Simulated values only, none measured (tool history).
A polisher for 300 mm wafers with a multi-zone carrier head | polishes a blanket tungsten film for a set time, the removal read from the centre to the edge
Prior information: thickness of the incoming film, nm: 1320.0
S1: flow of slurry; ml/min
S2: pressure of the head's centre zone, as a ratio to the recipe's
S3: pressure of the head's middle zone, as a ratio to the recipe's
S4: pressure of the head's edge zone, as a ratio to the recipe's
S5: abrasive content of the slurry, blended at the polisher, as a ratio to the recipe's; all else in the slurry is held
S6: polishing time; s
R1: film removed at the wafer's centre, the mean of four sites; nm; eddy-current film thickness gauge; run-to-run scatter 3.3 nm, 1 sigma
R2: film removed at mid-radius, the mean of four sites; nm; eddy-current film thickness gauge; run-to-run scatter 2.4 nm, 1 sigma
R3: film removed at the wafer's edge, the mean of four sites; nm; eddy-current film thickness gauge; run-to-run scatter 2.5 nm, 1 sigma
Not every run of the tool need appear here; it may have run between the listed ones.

{"run": 1, "day": 0.0, "S1": 295, "S2": 1.0, "S3": 1.0, "S4": 1.0, "S5": 1.0, "S6": 34, "R1": 212.25, "R2": 213.93, "R3": 211.95}
{"run": 2, "day": 0.171, "S1": 295, "S2": 1.0, "S3": 1.0, "S4": 1.08, "S5": 1.0, "S6": 34, "R1": 215.17, "R2": 212.14, "R3": 215.72}
{"run": 3, "day": 0.254, "S1": 300, "S2": 1.03, "S3": 1.02, "S4": 1.08, "S5": 1.1, "S6": 34, "R1": 226.19, "R2": 224.9, "R3": 221.15}
{"run": 4, "day": 0.6, "S1": 300, "S2": 1.03, "S3": 1.08, "S4": 1.08, "S5": 1.1, "S6": 34, "R1": 221.76, "R2": 235.84, "R3": 224.37}
{"run": 5, "day": 0.908, "S1": 310, "S2": 1.06, "S3": 1.08, "S4": 1.09, "S5": 1.15, "S6": 34, "R1": 236.51, "R2": 240.2, "R3": 228.24}
{"run": 6, "day": 1.196, "S1": 350, "S2": 1.06, "S3": 1.08, "S4": 1.09, "S5": 1.15, "S6": 34, "R1": 245.75, "R2": 238.03, "R3": 230.09}
{"run": 7, "day": 1.433, "S1": 360, "S2": 1.08, "S3": 1.09, "S4": 1.1, "S5": 1.2, "S6": 34, "R1": 249.84, "R2": 244.19, "R3": 229.8}
{"run": 8, "day": 1.562, "S1": 365, "S2": 1.1, "S3": 1.09, "S4": 1.11, "S5": 1.25, "S6": 34, "R1": 253.52, "R2": 247.08, "R3": 235.28}
{"run": 9, "day": 1.938, "S1": 380, "S2": 1.12, "S3": 1.09, "S4": 1.11, "S5": 1.3, "S6": 34, "R1": 262.93, "R2": 251.42, "R3": 234.81}
{"run": 10, "day": 2.038, "S1": 390, "S2": 1.13, "S3": 1.09, "S4": 1.12, "S5": 1.3, "S6": 34, "R1": 263.11, "R2": 247.66, "R3": 237.04}
{"run": 11, "day": 2.362, "S1": 400, "S2": 1.14, "S3": 1.09, "S4": 1.12, "S5": 1.35, "S6": 34, "R1": 263.95, "R2": 253.79, "R3": 243.26}
{"run": 12, "day": 2.392, "S1": 405, "S2": 1.15, "S3": 1.09, "S4": 1.11, "S5": 1.35, "S6": 34, "R1": 273.84, "R2": 251.76, "R3": 242.3}

Run 13 comes next. What will it give?
{"run": 13, "day": 2.521, "S1": 410, "S2": 1.16, "S3": 1.1, "S4": 1.11, "S5": 1.35, "S6": 34, "R1": "?", "R2": "?", "R3": "?"}

{"run 13": {"R1": 275.58, "R2": 257.38, "R3": 238.15}}
